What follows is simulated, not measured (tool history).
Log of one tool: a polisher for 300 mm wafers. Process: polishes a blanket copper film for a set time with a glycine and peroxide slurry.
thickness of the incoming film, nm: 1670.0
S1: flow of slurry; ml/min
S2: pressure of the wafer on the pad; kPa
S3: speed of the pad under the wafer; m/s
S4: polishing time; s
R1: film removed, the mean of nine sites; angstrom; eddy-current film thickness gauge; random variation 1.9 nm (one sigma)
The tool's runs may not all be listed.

| run | hour | S1 | S2 | S3 | S4 | R1 |
|---|---|---|---|---|---|---|
| 1 | 0.0 | 145 | 15.9 | 1.1 | 46 | 2158.0 |
| 2 | 0.9 | 155 | 16.5 | 1.1 | 46 | 2245.1 |
| 3 | 6.1 | 160 | 17.2 | 1.1 | 46 | 2272.6 |
| 4 | 12.3 | 160 | 17.9 | 1.1 | 46 | 2337.2 |
| 5 | 20.0 | 160 | 17.9 | 1.1 | 41 | 2077.9 |
| 6 | 23.3 | 160 | 15.2 | 1.1 | 41 | 1916.3 |

Run 7 comes next. What will it give?
| 7 | 27.1 | 160 | 16.5 | 1.1 | 41 | ? |

Run 7 gave R1 1990.2 angstrom.
